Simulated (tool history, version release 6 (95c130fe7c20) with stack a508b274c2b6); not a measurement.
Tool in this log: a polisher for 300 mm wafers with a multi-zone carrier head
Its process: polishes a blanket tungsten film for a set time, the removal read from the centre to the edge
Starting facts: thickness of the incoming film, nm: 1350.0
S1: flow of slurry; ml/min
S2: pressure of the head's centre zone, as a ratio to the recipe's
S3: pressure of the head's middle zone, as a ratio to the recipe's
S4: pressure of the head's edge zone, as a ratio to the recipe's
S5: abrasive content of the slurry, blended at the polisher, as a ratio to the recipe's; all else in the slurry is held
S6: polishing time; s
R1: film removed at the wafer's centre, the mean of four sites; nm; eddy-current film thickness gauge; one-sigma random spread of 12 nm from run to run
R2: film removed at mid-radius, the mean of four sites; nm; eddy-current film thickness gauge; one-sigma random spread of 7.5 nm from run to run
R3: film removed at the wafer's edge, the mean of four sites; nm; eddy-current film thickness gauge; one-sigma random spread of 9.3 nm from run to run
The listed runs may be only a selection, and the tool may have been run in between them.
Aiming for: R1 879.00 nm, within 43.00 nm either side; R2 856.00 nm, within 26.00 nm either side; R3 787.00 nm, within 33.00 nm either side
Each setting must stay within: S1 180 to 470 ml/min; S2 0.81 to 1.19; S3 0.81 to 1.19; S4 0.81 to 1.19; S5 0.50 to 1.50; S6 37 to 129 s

{"run": 1, "day": 0.0, "S1": 300, "S2": 1.0, "S3": 1.0, "S4": 1.0, "S5": 1.0, "S6": 83, "R1": 517.98, "R2": 513.82, "R3": 527.3}
{"run": 2, "day": 0.183, "S1": 365, "S2": 1.0, "S3": 1.0, "S4": 1.0, "S5": 1.0, "S6": 83, "R1": 532.56, "R2": 522.42, "R3": 519.33}
{"run": 3, "day": 0.312, "S1": 365, "S2": 1.01, "S3": 1.01, "S4": 1.01, "S5": 1.05, "S6": 85, "R1": 553.28, "R2": 544.19, "R3": 558.45}
{"run": 4, "day": 0.4, "S1": 400, "S2": 1.01, "S3": 1.01, "S4": 1.01, "S5": 1.05, "S6": 85, "R1": 550.26, "R2": 553.39, "R3": 541.64}
{"run": 5, "day": 0.617, "S1": 405, "S2": 1.03, "S3": 1.02, "S4": 1.01, "S5": 1.1, "S6": 87, "R1": 594.46, "R2": 577.35, "R3": 569.07}
{"day": 0.875, "done": "edge zone pressure recalibrated"}
{"run": 6, "day": 0.875, "S1": 405, "S2": 1.03, "S3": 1.02, "S4": 0.98, "S5": 1.1, "S6": 87, "R1": 595.82, "R2": 573.32, "R3": 561.74}
{"run": 7, "day": 1.112, "S1": 410, "S2": 1.04, "S3": 1.04, "S4": 0.98, "S5": 1.15, "S6": 89, "R1": 617.71, "R2": 611.05, "R3": 575.21}
{"run": 8, "day": 1.15, "S1": 410, "S2": 1.05, "S3": 1.05, "S4": 0.99, "S5": 1.2, "S6": 91, "R1": 643.28, "R2": 646.31, "R3": 594.76}
{"run": 9, "day": 1.475, "S1": 410, "S2": 1.06, "S3": 1.05, "S4": 1.0, "S5": 1.25, "S6": 93, "R1": 674.54, "R2": 655.54, "R3": 616.31}
{"run": 10, "day": 1.579, "S1": 405, "S2": 1.07, "S3": 1.06, "S4": 1.01, "S5": 1.3, "S6": 95, "R1": 720.94, "R2": 679.12, "R3": 638.54}
{"run": 11, "day": 1.788, "S1": 405, "S2": 1.07, "S3": 1.07, "S4": 1.02, "S5": 1.3, "S6": 96, "R1": 697.27, "R2": 693.96, "R3": 656.66}
{"run": 12, "day": 2.017, "S1": 405, "S2": 1.08, "S3": 1.08, "S4": 1.02, "S5": 1.3, "S6": 97, "R1": 719.87, "R2": 708.49, "R3": 665.87}
{"run": 13, "day": 2.246, "S1": 405, "S2": 1.09, "S3": 1.09, "S4": 1.02, "S5": 1.3, "S6": 98, "R1": 762.45, "R2": 712.82, "R3": 667.31}
{"run": 14, "day": 2.342, "S1": 405, "S2": 1.09, "S3": 1.1, "S4": 1.03, "S5": 1.3, "S6": 99, "R1": 756.49, "R2": 728.41, "R3": 678.22}
{"run": 15, "day": 2.417, "S1": 405, "S2": 1.09, "S3": 1.11, "S4": 1.04, "S5": 1.3, "S6": 100, "R1": 753.18, "R2": 754.03, "R3": 699.79}
{"run": 16, "day": 2.517, "S1": 405, "S2": 1.1, "S3": 1.12, "S4": 1.05, "S5": 1.3, "S6": 100, "R1": 769.5, "R2": 760.59, "R3": 700.75}
{"run": 17, "day": 2.767, "S1": 405, "S2": 1.11, "S3": 1.13, "S4": 1.06, "S5": 1.3, "S6": 100, "R1": 778.45, "R2": 745.48, "R3": 695.35}

Next run, 5 choices. One meets every target within its allowed miss, the rest don't. Which?
{"run": "A", "day": 3.017, "S1": 415, "S2": 0.91, "S3": 1.14, "S4": 1.03, "S5": 1.3, "S6": 110, "R1": "?", "R2": "?", "R3": "?"}
{"run": "B", "day": 3.017, "S1": 410, "S2": 1.11, "S3": 0.91, "S4": 1.19, "S5": 1.3, "S6": 106, "R1": "?", "R2": "?", "R3": "?"}
{"run": "C", "day": 3.017, "S1": 470, "S2": 1.1, "S3": 1.13, "S4": 1.04, "S5": 1.5, "S6": 107, "R1": "?", "R2": "?", "R3": "?"}
{"run": "D", "day": 3.017, "S1": 310, "S2": 0.97, "S3": 0.97, "S4": 1.19, "S5": 1.25, "S6": 101, "R1": "?", "R2": "?", "R3": "?"}
{"run": "E", "day": 3.017, "S1": 360, "S2": 1.12, "S3": 1.02, "S4": 1.19, "S5": 1.35, "S6": 97, "R1": "?", "R2": "?", "R3": "?"}

move=A R1=702.07 R2=832.68 R3=754.23
move=B R1=804.63 R2=682.53 R3=783.53
move=C R1=852.35 R2=847.97 R3=776.05
move=D R1=653.99 R2=655.40 R3=722.92
move=E R1=742.95 R2=677.20 R3=718.77
A: gets the furthest-off result to its target, but another result is out of tolerance
B: moves away from the targets compared with the last run
C: all results land within tolerance of their targets
D: moves away from the targets compared with the last run
E: moves away from the targets compared with the last run
C meets every target.
